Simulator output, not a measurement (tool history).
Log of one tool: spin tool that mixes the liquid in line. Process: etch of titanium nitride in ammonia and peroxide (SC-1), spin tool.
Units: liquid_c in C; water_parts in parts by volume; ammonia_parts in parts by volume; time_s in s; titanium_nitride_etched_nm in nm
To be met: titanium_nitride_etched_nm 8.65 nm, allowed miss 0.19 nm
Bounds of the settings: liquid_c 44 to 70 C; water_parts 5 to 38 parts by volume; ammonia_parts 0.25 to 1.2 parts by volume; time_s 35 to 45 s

run  hour  liquid_c  water_parts  ammonia_parts  time_s  titanium_nitride_etched_nm
  1     0        60           21           0.95      45                      5.9079
  2   8.1        62           21           0.95      45                      6.7175
  3  10.3      63.5           21           0.95      45                      7.4535
  4  13.7        61           21           0.95      45                      6.3255
  5  15.8        61           21           0.75      45                      5.9829
  6    18        68           21           0.75      45                      9.4307
  7  24.3      67.5           21           0.75      45                       9.141
  8  33.3        67           21           0.75      45                       8.875

Which of these 5 next moves meets every target?
  A  42.3        65           19            0.7      45                           ?
  B  42.3      63.5         17.5            0.9      45                           ?
  C  42.3        68           22           0.75      45                           ?
  D  42.3      67.5         22.5            0.9      45                           ?
  E  42.3        69         21.5           0.35      45                           ?

move  titanium_nitride_etched_nm
   A                      8.1682
   B                      8.1137
   C                      9.2147
   D                      9.1135
   E                      8.6183
A: takes the result that was furthest off past its target
B: takes the result that was furthest off past its target
C: further off than the last run
D: further off than the last run
E: meets every target
Answer: E
